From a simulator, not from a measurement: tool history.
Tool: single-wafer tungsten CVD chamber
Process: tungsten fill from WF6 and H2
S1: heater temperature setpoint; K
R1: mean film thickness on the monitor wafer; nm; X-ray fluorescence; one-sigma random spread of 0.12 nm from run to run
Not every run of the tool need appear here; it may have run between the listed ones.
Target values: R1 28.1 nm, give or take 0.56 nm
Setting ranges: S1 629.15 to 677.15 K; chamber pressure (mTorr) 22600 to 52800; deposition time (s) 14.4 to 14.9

{"run": 1, "hour": 0.0, "S1": 653.15, "chamber pressure (mTorr)": 37700, "deposition time (s)": 14.4, "R1": 32.914}
{"run": 2, "hour": 2.0, "S1": 651.15, "chamber pressure (mTorr)": 37600, "deposition time (s)": 14.4, "R1": 31.407}
{"run": 3, "hour": 2.6, "S1": 651.15, "chamber pressure (mTorr)": 44100, "deposition time (s)": 14.4, "R1": 33.831}
{"run": 4, "hour": 10.8, "S1": 645.15, "chamber pressure (mTorr)": 44100, "deposition time (s)": 14.4, "R1": 29.995}
{"run": 5, "hour": 19.7, "S1": 644.15, "chamber pressure (mTorr)": 44100, "deposition time (s)": 14.4, "R1": 29.691}
{"run": 6, "hour": 25.7, "S1": 644.15, "chamber pressure (mTorr)": 44100, "deposition time (s)": 14.9, "R1": 30.682}
{"run": 7, "hour": 34.0, "S1": 643.15, "chamber pressure (mTorr)": 44100, "deposition time (s)": 14.9, "R1": 29.686}
{"run": 8, "hour": 37.5, "S1": 643.15, "chamber pressure (mTorr)": 44100, "deposition time (s)": 14.9, "R1": 29.928}
{"run": 9, "hour": 42.7, "S1": 642.15, "chamber pressure (mTorr)": 44100, "deposition time (s)": 14.9, "R1": 29.387}
{"run": 10, "hour": 49.4, "S1": 641.15, "chamber pressure (mTorr)": 44100, "deposition time (s)": 14.9, "R1": 28.644}

5 candidate next runs follow, results not yet known. Just one meets every target within its allowed miss. Identify it.
{"run": "A", "hour": 56.1, "S1": 645.15, "chamber pressure (mTorr)": 41000, "deposition time (s)": 14.5, "R1": "?"}
{"run": "B", "hour": 56.1, "S1": 643.15, "chamber pressure (mTorr)": 45100, "deposition time (s)": 14.7, "R1": "?"}
{"run": "C", "hour": 56.1, "S1": 641.15, "chamber pressure (mTorr)": 51600, "deposition time (s)": 14.4, "R1": "?"}
{"run": "D", "hour": 56.1, "S1": 641.15, "chamber pressure (mTorr)": 48400, "deposition time (s)": 14.9, "R1": "?"}
{"run": "E", "hour": 56.1, "S1": 640.15, "chamber pressure (mTorr)": 45500, "deposition time (s)": 14.7, "R1": "?"}

move=A R1=29.392
move=B R1=29.77
move=C R1=29.576
move=D R1=29.846
move=E R1=28.188
A: its largest miss is bigger than the last run's
B: its largest miss is bigger than the last run's
C: its largest miss is bigger than the last run's
D: its largest miss is bigger than the last run's
E: in spec on every target
So the answer is move E, the one that meets all the targets.

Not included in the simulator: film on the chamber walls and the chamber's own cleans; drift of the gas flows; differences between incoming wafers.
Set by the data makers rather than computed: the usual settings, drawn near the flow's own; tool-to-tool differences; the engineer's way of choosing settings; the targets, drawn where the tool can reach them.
